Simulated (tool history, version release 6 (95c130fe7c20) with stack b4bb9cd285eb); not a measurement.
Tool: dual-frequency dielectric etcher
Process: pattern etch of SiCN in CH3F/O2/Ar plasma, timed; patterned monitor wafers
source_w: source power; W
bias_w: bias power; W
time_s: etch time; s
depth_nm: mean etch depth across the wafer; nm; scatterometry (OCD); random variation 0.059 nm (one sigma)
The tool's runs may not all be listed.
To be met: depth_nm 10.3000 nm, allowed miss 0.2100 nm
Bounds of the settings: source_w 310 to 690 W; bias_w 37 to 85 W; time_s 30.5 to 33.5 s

run,hour,source_w,bias_w,time_s,depth_nm
1,0.0,500,61,33.5,13.4160
2,3.6,470,57,33.0,12.4580
3,6.9,390,57,33.0,11.4720
4,10.9,390,57,33.5,11.7170
5,17.4,390,61,33.5,11.9120
6,22.5,390,52,33.5,11.4670
7,23.2,380,51,33.5,11.1770
8,28.8,310,47,33.0,9.6163
9,33.8,320,47,33.0,9.9277

5 next moves are on the table. One of them brings every result within its allowed miss. Which?
A,38.8,340,54,30.5,?
B,38.8,340,46,31.5,?
C,38.8,360,46,33.0,?
D,38.8,310,54,31.5,?
E,38.8,370,46,30.5,?

move,depth_nm
A,9.8709
B,9.6770
C,10.4350
D,9.7244
E,9.7780
A: further off than the last run
B: further off than the last run
C: meets every target
D: further off than the last run
E: further off than the last run
Answer: C
